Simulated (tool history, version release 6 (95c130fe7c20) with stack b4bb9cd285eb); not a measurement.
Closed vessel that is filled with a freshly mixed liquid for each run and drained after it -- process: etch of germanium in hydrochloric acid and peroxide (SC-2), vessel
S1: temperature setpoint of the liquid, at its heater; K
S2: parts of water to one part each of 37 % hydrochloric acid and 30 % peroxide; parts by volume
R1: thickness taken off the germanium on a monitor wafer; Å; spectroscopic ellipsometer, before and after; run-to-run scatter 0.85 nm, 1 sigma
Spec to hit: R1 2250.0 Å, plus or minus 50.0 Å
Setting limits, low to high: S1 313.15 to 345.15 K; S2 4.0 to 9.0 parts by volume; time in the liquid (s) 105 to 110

run 1 day=0.000 | S1=329.15 S2=5.0 time_in_the_liquid_(s)=105 | R1=2563.9
run 2 day=0.262 | S1=329.15 S2=4.5 time_in_the_liquid_(s)=105 | R1=2563.1
run 3 day=0.292 | S1=329.15 S2=4.0 time_in_the_liquid_(s)=105 | R1=2563.2
run 4 day=0.542 | S1=329.15 S2=4.0 time_in_the_liquid_(s)=105 | R1=2555.5
run 5 day=0.875 | S1=328.15 S2=4.0 time_in_the_liquid_(s)=105 | R1=2481.1
run 6 day=0.933 | S1=327.15 S2=4.0 time_in_the_liquid_(s)=105 | R1=2393.0
run 7 day=0.996 | S1=326.65 S2=4.0 time_in_the_liquid_(s)=105 | R1=2378.4
run 8 day=1.292 | S1=326.15 S2=4.0 time_in_the_liquid_(s)=105 | R1=2343.7

Which single option among these 4 for the next run brings every result within its allowed miss of target? Just one does.
run A day=1.588 | S1=328.65 S2=4.5 time_in_the_liquid_(s)=105 | R1=?
run B day=1.588 | S1=324.65 S2=4.0 time_in_the_liquid_(s)=105 | R1=?
run C day=1.588 | S1=323.65 S2=4.0 time_in_the_liquid_(s)=105 | R1=?
run D day=1.588 | S1=326.65 S2=4.0 time_in_the_liquid_(s)=105 | R1=?

move=A R1=2519.0
move=B R1=2223.8
move=C R1=2153.4
move=D R1=2369.9
A: misses by more than the last run did
B: all results in spec
C: carries the result that was furthest off beyond its target, to the other side
D: misses by more than the last run did
Answer: B
